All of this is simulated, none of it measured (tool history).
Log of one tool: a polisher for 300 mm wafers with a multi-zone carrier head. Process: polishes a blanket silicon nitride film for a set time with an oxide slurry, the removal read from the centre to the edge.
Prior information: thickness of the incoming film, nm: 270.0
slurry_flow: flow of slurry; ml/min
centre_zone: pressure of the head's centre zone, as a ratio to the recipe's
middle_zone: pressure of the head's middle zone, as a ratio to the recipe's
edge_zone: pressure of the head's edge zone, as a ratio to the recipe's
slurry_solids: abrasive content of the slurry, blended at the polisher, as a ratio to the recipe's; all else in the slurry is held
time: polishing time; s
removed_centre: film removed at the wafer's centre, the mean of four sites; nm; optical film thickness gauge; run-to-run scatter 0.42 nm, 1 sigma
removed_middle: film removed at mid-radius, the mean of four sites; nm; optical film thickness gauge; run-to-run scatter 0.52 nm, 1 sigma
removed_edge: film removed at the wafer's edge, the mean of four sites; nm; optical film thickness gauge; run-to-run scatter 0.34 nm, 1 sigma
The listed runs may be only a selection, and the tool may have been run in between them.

run 1 day=0.000 | slurry_flow=140 centre_zone=1.00 middle_zone=1.00 edge_zone=1.00 slurry_solids=1.00 time=74 | removed_centre=35.185 removed_middle=35.647 removed_edge=35.591
run 2 day=0.088 | slurry_flow=140 centre_zone=1.00 middle_zone=1.00 edge_zone=1.00 slurry_solids=1.15 time=74 | removed_centre=36.687 removed_middle=36.774 removed_edge=37.362
run 3 day=0.308 | slurry_flow=145 centre_zone=1.00 middle_zone=0.99 edge_zone=1.02 slurry_solids=1.15 time=74 | removed_centre=36.909 removed_middle=37.064 removed_edge=37.707
run 4 day=0.350 | slurry_flow=145 centre_zone=1.00 middle_zone=0.99 edge_zone=1.02 slurry_solids=1.15 time=85 | removed_centre=42.456 removed_middle=42.411 removed_edge=44.044
run 5 day=0.533 | slurry_flow=140 centre_zone=1.00 middle_zone=0.98 edge_zone=1.02 slurry_solids=1.15 time=85 | removed_centre=41.016 removed_middle=41.371 removed_edge=43.537
run 6 day=0.600 | slurry_flow=155 centre_zone=1.00 middle_zone=0.98 edge_zone=1.02 slurry_solids=1.15 time=85 | removed_centre=42.590 removed_middle=42.152 removed_edge=44.645
run 7 day=0.925 | slurry_flow=150 centre_zone=1.00 middle_zone=0.97 edge_zone=1.02 slurry_solids=1.15 time=85 | removed_centre=42.502 removed_middle=42.544 removed_edge=43.401

What does the tool deliver on the next run?
run 8 day=1.138 | slurry_flow=145 centre_zone=1.01 middle_zone=0.97 edge_zone=1.04 slurry_solids=1.15 time=85 | removed_centre=? removed_middle=? removed_edge=?

removed_centre: 43.216 nm
removed_middle: 41.775 nm
removed_edge: 43.850 nm

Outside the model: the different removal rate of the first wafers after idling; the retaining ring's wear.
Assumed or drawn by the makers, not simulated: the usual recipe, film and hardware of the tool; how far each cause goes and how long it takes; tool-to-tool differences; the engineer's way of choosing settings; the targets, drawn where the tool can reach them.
